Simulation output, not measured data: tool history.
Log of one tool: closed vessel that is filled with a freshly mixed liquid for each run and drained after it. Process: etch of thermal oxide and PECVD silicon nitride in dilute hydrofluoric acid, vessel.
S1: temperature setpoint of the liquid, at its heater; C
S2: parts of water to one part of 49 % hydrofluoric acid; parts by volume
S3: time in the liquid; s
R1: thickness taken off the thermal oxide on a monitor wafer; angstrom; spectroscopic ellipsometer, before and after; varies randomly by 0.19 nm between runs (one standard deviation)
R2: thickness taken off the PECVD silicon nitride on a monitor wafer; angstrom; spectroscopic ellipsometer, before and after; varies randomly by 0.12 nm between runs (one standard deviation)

run,hour,S1,S2,S3,R1,R2
1,0,23,205,1800,327.46,235.14
2,1.9,23,205,2470,449.09,319.13
3,7.8,23,205,1765,321.25,227.76
4,11.4,21.5,205,1765,301.02,209.25
5,12.3,21,185,1705,325.9,214.86
6,19.3,21,175,1665,339.65,222.28
7,23.4,21,165,1630,355.98,230.26
8,30.2,20.5,155,1605,367.37,232.56
9,32.7,20.5,150,1585,379.48,237.69
10,40.5,20.5,145,1570,392.41,242.19

The next listed run, before its measurement:
11,47.8,20.5,140,1560,?,?

R1: 405.6 angstrom
R2: 250.47 angstrom
